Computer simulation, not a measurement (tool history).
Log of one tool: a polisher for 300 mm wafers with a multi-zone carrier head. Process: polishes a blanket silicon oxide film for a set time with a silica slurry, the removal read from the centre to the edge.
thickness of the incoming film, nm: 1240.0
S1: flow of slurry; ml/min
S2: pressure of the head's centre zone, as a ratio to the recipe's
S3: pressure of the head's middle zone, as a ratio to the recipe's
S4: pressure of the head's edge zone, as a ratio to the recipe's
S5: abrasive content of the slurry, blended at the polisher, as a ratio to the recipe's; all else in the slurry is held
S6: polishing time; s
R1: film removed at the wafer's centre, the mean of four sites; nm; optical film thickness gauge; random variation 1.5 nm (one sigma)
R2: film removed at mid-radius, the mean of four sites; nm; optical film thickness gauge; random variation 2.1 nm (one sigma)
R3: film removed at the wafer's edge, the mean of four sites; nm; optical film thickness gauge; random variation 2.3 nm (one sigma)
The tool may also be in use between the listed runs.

run 1 hour=0.0 | S1=140 S2=1.00 S3=1.00 S4=1.00 S5=1.00 S6=79 | R1=348.50 R2=345.79 R3=344.56
run 2 hour=2.9 | S1=115 S2=1.00 S3=1.00 S4=1.00 S5=1.00 S6=79 | R1=327.85 R2=336.29 R3=332.35
run 3 hour=11.4 | S1=95 S2=1.00 S3=1.00 S4=1.00 S5=1.00 S6=79 | R1=306.70 R2=313.01 R3=318.85
run 4 hour=14.1 | S1=95 S2=1.00 S3=1.00 S4=0.93 S5=1.00 S6=79 | R1=305.04 R2=309.16 R3=310.98
run 5 hour=18.7 | S1=105 S2=1.02 S3=1.01 S4=0.91 S5=0.90 S6=72 | R1=284.84 R2=284.03 R3=271.37
run 6 hour=22.7 | S1=110 S2=1.02 S3=1.00 S4=0.89 S5=0.80 S6=67 | R1=255.62 R2=255.47 R3=239.73
run 7 hour=25.5 | S1=115 S2=1.02 S3=0.99 S4=0.88 S5=0.75 S6=64 | R1=243.87 R2=238.78 R3=232.86
run 8 hour=34.2 | S1=115 S2=1.02 S3=0.99 S4=0.88 S5=0.75 S6=64 | R1=243.37 R2=244.36 R3=231.58
run 9 hour=35.6 | S1=115 S2=1.03 S3=0.99 S4=0.87 S5=0.70 S6=61 | R1=229.91 R2=219.10 R3=215.36
run 10 hour=42.4 | S1=110 S2=1.04 S3=1.01 S4=0.86 S5=0.65 S6=60 | R1=215.05 R2=208.86 R3=195.10
run 11 hour=51.1 | S1=105 S2=1.04 S3=1.02 S4=0.86 S5=0.65 S6=60 | R1=212.03 R2=208.53 R3=198.62

The next listed run, before its measurement:
run 12 hour=54.4 | S1=105 S2=1.04 S3=1.02 S4=0.86 S5=0.65 S6=60 | R1=? R2=? R3=?

Run 12 gave R1 209.78 nm, R2 207.81 nm, R3 196.26 nm.

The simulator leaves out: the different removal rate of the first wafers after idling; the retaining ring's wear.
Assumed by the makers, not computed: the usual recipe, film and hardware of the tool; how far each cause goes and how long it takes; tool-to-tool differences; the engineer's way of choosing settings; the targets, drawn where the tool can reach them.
